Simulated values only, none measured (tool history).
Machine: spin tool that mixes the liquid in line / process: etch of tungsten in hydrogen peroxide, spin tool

run,hour,temperature setpoint of the liquid (°C),concentration of hydrogen peroxide in the mixed liquid (% by weight),time under the liquid (s),thickness taken off the tungsten on a monitor wafer (angstrom)
1,0.0,50.0,15.5,15,298.58
2,3.8,50.0,17.0,15,307.80
3,7.4,52.0,17.0,15,353.06
4,11.1,52.0,17.0,15,346.16
5,17.7,52.0,17.0,15,353.37
6,21.8,53.5,17.0,15,381.17
7,28.9,55.0,17.0,15,409.66
8,31.8,56.5,17.0,15,452.88

Expected results for the next run?
9,39.5,57.5,17.0,15,?

{"run 9": {"thickness taken off the tungsten on a monitor wafer (angstrom)": 481.52}}
